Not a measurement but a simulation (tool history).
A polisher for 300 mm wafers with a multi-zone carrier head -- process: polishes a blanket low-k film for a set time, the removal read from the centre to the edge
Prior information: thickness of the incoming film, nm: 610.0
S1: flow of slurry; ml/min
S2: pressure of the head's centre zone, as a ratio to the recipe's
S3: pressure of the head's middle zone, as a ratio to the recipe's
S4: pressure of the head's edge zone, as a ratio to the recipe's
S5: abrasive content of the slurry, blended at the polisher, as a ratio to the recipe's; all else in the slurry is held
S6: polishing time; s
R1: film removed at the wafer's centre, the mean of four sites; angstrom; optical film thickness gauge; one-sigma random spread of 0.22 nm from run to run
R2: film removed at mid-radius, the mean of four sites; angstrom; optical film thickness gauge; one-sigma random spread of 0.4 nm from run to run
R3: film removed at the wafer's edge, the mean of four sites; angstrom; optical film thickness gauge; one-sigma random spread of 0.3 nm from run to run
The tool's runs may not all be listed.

Run 1, hour 0: S1 205 ml/min, S2 1, S3 1, S4 1, S5 1, S6 48 s. Result: R1 277.2 angstrom, R2 280.29 angstrom, R3 281.54 angstrom.
Run 2, hour 1.9: S1 200 ml/min, S2 0.97, S3 1.03, S4 0.99, S5 1, S6 48 s. Result: R1 263.74 angstrom, R2 291.58 angstrom, R3 276.83 angstrom.
Run 3, hour 4.6: S1 200 ml/min, S2 0.97, S3 1.03, S4 0.99, S5 1, S6 59 s. Result: R1 325.67 angstrom, R2 355.46 angstrom, R3 347.96 angstrom.
Run 4, hour 12: S1 200 ml/min, S2 0.97, S3 1.03, S4 0.99, S5 0.9, S6 59 s. Result: R1 303.21 angstrom, R2 335.96 angstrom, R3 329.91 angstrom.
Run 5, hour 13.5: S1 200 ml/min, S2 0.95, S3 1.04, S4 0.96, S5 0.85, S6 59 s. Result: R1 294.98 angstrom, R2 331.41 angstrom, R3 321.61 angstrom.
Run 6, hour 19.9: S1 195 ml/min, S2 0.93, S3 1.06, S4 0.94, S5 0.8, S6 59 s. Result: R1 274.69 angstrom, R2 323.78 angstrom, R3 298.08 angstrom.

Estimate the outcome of run 7 from the log above:
Run 7, hour 22.5: S1 195 ml/min, S2 0.93, S3 1.06, S4 0.94, S5 0.8, S6 59 s. Result: R1 ?, R2 ?, R3 ?.

For run 7 the tool returned R1 275.07 angstrom, R2 316.74 angstrom, R3 300.46 angstrom.
